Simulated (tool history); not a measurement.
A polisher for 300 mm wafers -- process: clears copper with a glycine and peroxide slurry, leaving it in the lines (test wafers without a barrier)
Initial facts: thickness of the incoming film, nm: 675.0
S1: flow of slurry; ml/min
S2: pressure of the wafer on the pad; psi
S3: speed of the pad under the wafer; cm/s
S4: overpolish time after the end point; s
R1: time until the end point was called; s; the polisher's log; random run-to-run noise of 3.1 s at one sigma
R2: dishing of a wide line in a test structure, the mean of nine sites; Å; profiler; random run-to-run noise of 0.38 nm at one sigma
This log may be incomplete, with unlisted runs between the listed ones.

run	hour	S1	S2	S3	S4	R1	R2
1	0.0	180	2.6	92	14	167.54	387.73
2	4.6	180	2.3	92	14	181.13	346.99
3	7.7	180	2.3	72	14	212.03	316.36
4	15.0	160	2.3	72	14	213.42	319.18
5	19.3	160	2.3	74	12	210.94	277.32
6	27.4	160	2.3	76	11	206.37	258.44
7	35.4	160	2.3	78	10	202.91	241.38

Run 8 is up next; what results do you expect?
8	37.3	160	2.3	78	9	?	?

Logged for run 8: R1 204.31 s, R2 222.94 Å.
